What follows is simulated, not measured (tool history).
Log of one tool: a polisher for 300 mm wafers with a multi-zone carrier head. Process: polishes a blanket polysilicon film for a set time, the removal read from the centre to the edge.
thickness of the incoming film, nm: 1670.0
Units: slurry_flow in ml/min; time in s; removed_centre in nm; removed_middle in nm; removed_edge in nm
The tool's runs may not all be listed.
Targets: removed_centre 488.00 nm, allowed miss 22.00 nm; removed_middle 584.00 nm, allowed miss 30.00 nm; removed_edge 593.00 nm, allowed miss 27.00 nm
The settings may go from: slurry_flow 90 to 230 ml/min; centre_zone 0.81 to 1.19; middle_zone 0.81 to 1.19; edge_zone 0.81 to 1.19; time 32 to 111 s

| run | hour | slurry_flow | centre_zone | middle_zone | edge_zone | time | removed_centre | removed_middle | removed_edge |
|---|---|---|---|---|---|---|---|---|---|
| 1 | 0.0 | 150 | 1.00 | 1.00 | 1.00 | 71 | 667.62 | 676.20 | 670.71 |
| 2 | 4.3 | 125 | 1.00 | 1.00 | 1.00 | 71 | 645.17 | 651.71 | 643.73 |
| 3 | 8.7 | 105 | 1.00 | 1.00 | 1.00 | 71 | 633.01 | 625.36 | 637.68 |
| 4 | 16.0 | 105 | 0.97 | 1.00 | 1.00 | 70 | 591.35 | 610.36 | 624.70 |
| 5 | 20.7 | 105 | 1.00 | 1.00 | 1.00 | 70 | 610.29 | 604.94 | 632.16 |
| 6 | 24.9 | 140 | 1.00 | 1.00 | 1.00 | 70 | 663.10 | 642.00 | 647.49 |
| 7 | 25.6 | 135 | 0.97 | 1.00 | 1.00 | 69 | 619.53 | 658.53 | 633.05 |
| 8 | 26.7 | 135 | 0.97 | 1.00 | 1.00 | 69 | 631.45 | 630.78 | 645.91 |

Which of these 4 next moves meets every target?
| A | 27.8 | 95 | 0.92 | 1.13 | 0.98 | 68 | ? | ? | ? |
| B | 27.8 | 110 | 0.81 | 1.11 | 0.98 | 60 | ? | ? | ? |
| C | 27.8 | 145 | 0.98 | 0.92 | 0.93 | 59 | ? | ? | ? |
| D | 27.8 | 105 | 0.82 | 0.97 | 0.91 | 68 | ? | ? | ? |

| move | removed_centre | removed_middle | removed_edge |
|---|---|---|---|
| A | 532.60 | 650.49 | 608.21 |
| B | 427.15 | 582.24 | 547.70 |
| C | 537.26 | 512.58 | 549.28 |
| D | 484.67 | 583.25 | 602.94 |
A: nearer than the last run, and not there yet
B: takes the result that was furthest off past its target
C: nearer than the last run, and not there yet
D: meets every target
The right move is D.

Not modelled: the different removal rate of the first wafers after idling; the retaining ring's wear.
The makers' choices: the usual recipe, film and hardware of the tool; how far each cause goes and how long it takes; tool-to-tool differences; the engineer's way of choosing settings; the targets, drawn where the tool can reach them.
